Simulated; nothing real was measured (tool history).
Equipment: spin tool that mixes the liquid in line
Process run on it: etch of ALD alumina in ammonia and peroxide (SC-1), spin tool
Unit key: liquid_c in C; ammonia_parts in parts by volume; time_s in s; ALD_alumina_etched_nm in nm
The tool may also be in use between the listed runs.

Run 1, day 0: liquid_c 57 C, ammonia_parts 0.65 parts by volume, time_s 270 s. Result: ALD_alumina_etched_nm 16.632 nm.
Run 2, day 0.054: liquid_c 59 C, ammonia_parts 0.65 parts by volume, time_s 270 s. Result: ALD_alumina_etched_nm 18.376 nm.
Run 3, day 0.283: liquid_c 59 C, ammonia_parts 0.75 parts by volume, time_s 270 s. Result: ALD_alumina_etched_nm 18.774 nm.
Run 4, day 0.408: liquid_c 59 C, ammonia_parts 0.75 parts by volume, time_s 270 s. Result: ALD_alumina_etched_nm 18.792 nm.
Run 5, day 0.733: liquid_c 60.5 C, ammonia_parts 0.75 parts by volume, time_s 270 s. Result: ALD_alumina_etched_nm 20.348 nm.
Run 6, day 1.025: liquid_c 60.5 C, ammonia_parts 0.75 parts by volume, time_s 295 s. Result: ALD_alumina_etched_nm 22.1 nm.
Run 7, day 1.383: liquid_c 61.5 C, ammonia_parts 0.75 parts by volume, time_s 295 s. Result: ALD_alumina_etched_nm 23.375 nm.

Run 8, settings as shown, results not yet in. Your forecast:
Run 8, day 1.421: liquid_c 62 C, ammonia_parts 0.75 parts by volume, time_s 295 s. Result: ALD_alumina_etched_nm ?.

Run 8 yielded ALD_alumina_etched_nm 23.826 nm.

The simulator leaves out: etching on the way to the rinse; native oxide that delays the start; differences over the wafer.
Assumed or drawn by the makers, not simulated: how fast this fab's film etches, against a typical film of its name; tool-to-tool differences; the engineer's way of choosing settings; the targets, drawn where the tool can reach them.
